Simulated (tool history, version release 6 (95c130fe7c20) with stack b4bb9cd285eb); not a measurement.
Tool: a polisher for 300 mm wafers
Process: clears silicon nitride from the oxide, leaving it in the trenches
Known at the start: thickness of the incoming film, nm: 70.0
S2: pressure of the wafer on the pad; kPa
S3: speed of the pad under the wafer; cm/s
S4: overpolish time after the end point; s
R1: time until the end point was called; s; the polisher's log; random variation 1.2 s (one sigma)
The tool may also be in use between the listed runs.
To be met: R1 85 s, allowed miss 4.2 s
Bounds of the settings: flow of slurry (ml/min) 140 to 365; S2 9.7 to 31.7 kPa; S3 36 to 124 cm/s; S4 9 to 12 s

Run 1, day 0: flow of slurry (ml/min) 235, S2 20.7 kPa, S3 80 cm/s, S4 12 s. Result: R1 104.6 s.
Run 2, day 0.038: flow of slurry (ml/min) 195, S2 20.7 kPa, S3 80 cm/s, S4 12 s. Result: R1 103.92 s.
Run 3, day 0.162: flow of slurry (ml/min) 195, S2 20.7 kPa, S3 80 cm/s, S4 9 s. Result: R1 104.77 s.
Run 4, day 0.517: flow of slurry (ml/min) 195, S2 21.4 kPa, S3 80 cm/s, S4 9 s. Result: R1 101.72 s.
Run 5, day 0.804: flow of slurry (ml/min) 195, S2 21.4 kPa, S3 80 cm/s, S4 9 s. Result: R1 103.02 s.
Run 6, day 1.025: flow of slurry (ml/min) 195, S2 19.3 kPa, S3 80 cm/s, S4 9 s. Result: R1 113.16 s.
Run 7, day 1.133: flow of slurry (ml/min) 195, S2 20.7 kPa, S3 80 cm/s, S4 9 s. Result: R1 106.51 s.
Run 8, day 1.208: flow of slurry (ml/min) 195, S2 21.4 kPa, S3 80 cm/s, S4 9 s. Result: R1 103.21 s.

Which of these 5 next moves meets every target?
Run A, day 1.283: flow of slurry (ml/min) 230, S2 22.8 kPa, S3 82 cm/s, S4 9 s. Result: R1 ?.
Run B, day 1.283: flow of slurry (ml/min) 220, S2 22.1 kPa, S3 82 cm/s, S4 12 s. Result: R1 ?.
Run C, day 1.283: flow of slurry (ml/min) 140, S2 21.4 kPa, S3 90 cm/s, S4 9 s. Result: R1 ?.
Run D, day 1.283: flow of slurry (ml/min) 165, S2 24.1 kPa, S3 90 cm/s, S4 10 s. Result: R1 ?.
Run E, day 1.283: flow of slurry (ml/min) 190, S2 21.4 kPa, S3 84 cm/s, S4 9 s. Result: R1 ?.

move      R1
   A  90.899
   B  94.208
   C  97.757
   D  83.931
   E  97.393
A: nearer than the last run, and not there yet
B: nearer than the last run, and not there yet
C: nearer than the last run, and not there yet
D: meets every target
E: nearer than the last run, and not there yet
Move D is the one to make.

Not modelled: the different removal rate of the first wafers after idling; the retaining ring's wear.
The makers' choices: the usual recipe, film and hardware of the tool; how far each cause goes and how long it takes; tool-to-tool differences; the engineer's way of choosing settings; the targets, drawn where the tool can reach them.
